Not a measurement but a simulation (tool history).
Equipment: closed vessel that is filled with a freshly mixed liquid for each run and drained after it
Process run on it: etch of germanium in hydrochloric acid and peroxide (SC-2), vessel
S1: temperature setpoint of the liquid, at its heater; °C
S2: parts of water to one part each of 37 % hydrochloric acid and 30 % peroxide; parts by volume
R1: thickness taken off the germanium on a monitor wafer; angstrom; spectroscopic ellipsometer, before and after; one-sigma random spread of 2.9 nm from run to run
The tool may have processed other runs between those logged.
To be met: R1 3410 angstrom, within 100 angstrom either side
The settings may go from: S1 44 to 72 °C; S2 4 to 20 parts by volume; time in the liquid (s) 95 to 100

Run 1, hour 0: S1 60 °C, S2 11 parts by volume, time in the liquid (s) 95. Result: R1 2753 angstrom.
Run 2, hour 1.2: S1 61 °C, S2 11 parts by volume, time in the liquid (s) 95. Result: R1 2815.2 angstrom.
Run 3, hour 7.1: S1 62 °C, S2 11 parts by volume, time in the liquid (s) 95. Result: R1 2919.3 angstrom.
Run 4, hour 11.8: S1 63 °C, S2 11 parts by volume, time in the liquid (s) 95. Result: R1 2988.5 angstrom.
Run 5, hour 16.5: S1 63.5 °C, S2 11 parts by volume, time in the liquid (s) 95. Result: R1 3006.9 angstrom.
Run 6, hour 24: S1 64.5 °C, S2 11 parts by volume, time in the liquid (s) 95. Result: R1 3161.2 angstrom.
Run 7, hour 32.7: S1 65 °C, S2 11 parts by volume, time in the liquid (s) 95. Result: R1 3144.8 angstrom.
Run 8, hour 36.4: S1 65.5 °C, S2 11 parts by volume, time in the liquid (s) 95. Result: R1 3195.5 angstrom.

Which single option among these 5 for the next run brings every result within its allowed miss of target? Just one does.
Run A, hour 40.1: S1 67 °C, S2 10 parts by volume, time in the liquid (s) 100. Result: R1 ?.
Run B, hour 40.1: S1 68 °C, S2 12.5 parts by volume, time in the liquid (s) 95. Result: R1 ?.
Run C, hour 40.1: S1 63.5 °C, S2 13 parts by volume, time in the liquid (s) 95. Result: R1 ?.
Run D, hour 40.1: S1 62 °C, S2 9 parts by volume, time in the liquid (s) 100. Result: R1 ?.
Run E, hour 40.1: S1 64 °C, S2 9 parts by volume, time in the liquid (s) 95. Result: R1 ?.

move      R1
   A  3560.7
   B  3373.9
   C    2958
   D  3121.6
   E  3142.3
A: carries the result that was furthest off beyond its target, to the other side
B: hits every target within its allowed miss
C: misses by more than the last run did
D: misses by more than the last run did
E: misses by more than the last run did
B is the move that brings every result within its allowed miss.
